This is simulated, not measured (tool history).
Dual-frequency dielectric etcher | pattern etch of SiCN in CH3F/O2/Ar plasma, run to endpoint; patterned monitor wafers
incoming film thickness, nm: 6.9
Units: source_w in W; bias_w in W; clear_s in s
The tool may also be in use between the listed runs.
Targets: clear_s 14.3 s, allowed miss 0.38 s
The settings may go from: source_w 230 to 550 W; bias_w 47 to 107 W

Run 1, hour 0: source_w 390 W, bias_w 77 W. Result: clear_s 16.309 s.
Run 2, hour 7.9: source_w 410 W, bias_w 78 W. Result: clear_s 15.892 s.
Run 3, hour 9.8: source_w 410 W, bias_w 85 W. Result: clear_s 15.438 s.
Run 4, hour 14.7: source_w 450 W, bias_w 85 W. Result: clear_s 15.001 s.
Run 5, hour 23.4: source_w 390 W, bias_w 85 W. Result: clear_s 15.721 s.
Run 6, hour 27: source_w 390 W, bias_w 78 W. Result: clear_s 16.145 s.
Run 7, hour 34.1: source_w 410 W, bias_w 80 W. Result: clear_s 15.773 s.
At hour 40.6: wet clean of the chamber.
Run 8, hour 40.6: source_w 430 W, bias_w 81 W. Result: clear_s 16.358 s.
Run 9, hour 48.4: source_w 350 W, bias_w 96 W. Result: clear_s 16.38 s.
Run 10, hour 53.8: source_w 370 W, bias_w 97 W. Result: clear_s 16.074 s.

Which of these 4 next moves meets every target?
Run A, hour 59.2: source_w 550 W, bias_w 107 W. Result: clear_s ?.
Run B, hour 59.2: source_w 510 W, bias_w 95 W. Result: clear_s ?.
Run C, hour 59.2: source_w 390 W, bias_w 107 W. Result: clear_s ?.
Run D, hour 59.2: source_w 360 W, bias_w 92 W. Result: clear_s ?.

move  clear_s
   A   13.216
   B   14.265
   C   15.108
   D   16.572
A: takes the result that was furthest off past its target
B: meets every target
C: nearer than the last run, and not there yet
D: further off than the last run
Answer: B
